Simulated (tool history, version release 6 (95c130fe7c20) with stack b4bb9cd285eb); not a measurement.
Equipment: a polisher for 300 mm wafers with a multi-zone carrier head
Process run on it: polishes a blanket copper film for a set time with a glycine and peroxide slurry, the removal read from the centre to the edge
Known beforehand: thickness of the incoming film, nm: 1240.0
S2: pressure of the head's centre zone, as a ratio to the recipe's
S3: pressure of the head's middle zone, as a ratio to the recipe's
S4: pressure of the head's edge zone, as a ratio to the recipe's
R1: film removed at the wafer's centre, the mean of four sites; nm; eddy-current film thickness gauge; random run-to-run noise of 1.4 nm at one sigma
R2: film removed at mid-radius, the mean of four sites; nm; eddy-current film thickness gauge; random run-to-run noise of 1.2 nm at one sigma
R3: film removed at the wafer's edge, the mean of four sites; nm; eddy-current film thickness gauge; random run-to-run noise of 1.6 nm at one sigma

run 1 hour=0.0 | flow_of_slurry_(ml/min)=185 S2=1.00 S3=1.00 S4=1.00 polishing_time_(s)=51 | R1=257.99 R2=255.21 R3=254.66
run 2 hour=5.9 | flow_of_slurry_(ml/min)=185 S2=1.00 S3=1.00 S4=0.94 polishing_time_(s)=51 | R1=253.56 R2=256.58 R3=248.33
run 3 hour=14.3 | flow_of_slurry_(ml/min)=180 S2=0.97 S3=0.98 S4=0.92 polishing_time_(s)=46 | R1=221.55 R2=229.32 R3=226.48
run 4 hour=21.8 | flow_of_slurry_(ml/min)=175 S2=0.96 S3=0.97 S4=0.90 polishing_time_(s)=42 | R1=202.77 R2=206.05 R3=202.80
run 5 hour=24.4 | flow_of_slurry_(ml/min)=175 S2=0.96 S3=1.05 S4=0.90 polishing_time_(s)=42 | R1=201.18 R2=219.75 R3=200.51
run 6 hour=27.4 | flow_of_slurry_(ml/min)=210 S2=0.96 S3=1.05 S4=0.90 polishing_time_(s)=42 | R1=207.45 R2=226.19 R3=204.83
run 7 hour=36.3 | flow_of_slurry_(ml/min)=200 S2=0.94 S3=1.02 S4=0.89 polishing_time_(s)=39 | R1=186.48 R2=200.41 R3=190.51
run 8 hour=42.2 | flow_of_slurry_(ml/min)=195 S2=0.92 S3=1.00 S4=0.87 polishing_time_(s)=37 | R1=171.75 R2=188.10 R3=174.25
run 9 hour=45.4 | flow_of_slurry_(ml/min)=190 S2=0.90 S3=0.97 S4=0.86 polishing_time_(s)=37 | R1=169.63 R2=181.85 R3=172.04
run 10 hour=53.0 | flow_of_slurry_(ml/min)=185 S2=0.88 S3=0.95 S4=0.86 polishing_time_(s)=37 | R1=162.71 R2=178.69 R3=173.66
run 11 hour=54.2 | flow_of_slurry_(ml/min)=185 S2=0.87 S3=0.93 S4=0.85 polishing_time_(s)=36 | R1=155.70 R2=170.63 R3=165.90
run 12 hour=60.6 | flow_of_slurry_(ml/min)=180 S2=0.86 S3=0.92 S4=0.84 polishing_time_(s)=36 | R1=155.57 R2=167.36 R3=166.52

Forecast run 13:
run 13 hour=65.0 | flow_of_slurry_(ml/min)=140 S2=0.83 S3=0.92 S4=0.81 polishing_time_(s)=35 | R1=? R2=? R3=?

R1: 137.67 nm
R2: 156.04 nm
R3: 154.19 nm
